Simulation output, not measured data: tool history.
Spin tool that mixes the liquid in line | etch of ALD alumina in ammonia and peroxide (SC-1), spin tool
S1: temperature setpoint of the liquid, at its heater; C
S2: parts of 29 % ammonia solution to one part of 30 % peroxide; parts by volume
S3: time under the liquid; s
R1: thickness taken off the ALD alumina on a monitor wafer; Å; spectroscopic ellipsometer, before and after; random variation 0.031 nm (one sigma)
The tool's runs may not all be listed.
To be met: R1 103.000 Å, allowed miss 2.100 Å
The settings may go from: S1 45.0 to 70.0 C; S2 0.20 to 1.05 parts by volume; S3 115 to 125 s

| run | day | S1 | S2 | S3 | R1 |
|---|---|---|---|---|---|
| 1 | 0.000 | 61.0 | 0.55 | 115 | 144.240 |
| 2 | 0.167 | 59.5 | 0.55 | 115 | 134.940 |
| 3 | 0.292 | 59.5 | 0.55 | 125 | 145.490 |
| 4 | 0.629 | 59.5 | 0.55 | 115 | 134.240 |
| 5 | 0.704 | 58.0 | 0.55 | 115 | 123.820 |
| 6 | 0.771 | 58.0 | 0.70 | 115 | 126.660 |
| 7 | 0.983 | 57.0 | 0.70 | 115 | 120.720 |
| 8 | 1.221 | 56.0 | 0.70 | 115 | 114.060 |
| 9 | 1.379 | 55.5 | 0.70 | 115 | 111.610 |
| 10 | 1.529 | 55.5 | 0.70 | 115 | 111.010 |
| 11 | 1.908 | 55.0 | 0.70 | 115 | 108.550 |
| 12 | 2.162 | 54.5 | 0.70 | 115 | 105.690 |

4 next moves are on the table. One of them brings every result within its allowed miss. Which?
| A | 2.417 | 53.0 | 0.85 | 125 | ? |
| B | 2.417 | 54.0 | 0.70 | 115 | ? |
| C | 2.417 | 55.0 | 0.70 | 115 | ? |
| D | 2.417 | 52.5 | 0.70 | 120 | ? |

| move | R1 |
|---|---|
| A | 107.890 |
| B | 102.820 |
| C | 108.440 |
| D | 98.978 |
A: further off than the last run
B: meets every target
C: further off than the last run
D: takes the result that was furthest off past its target
The right move is B.
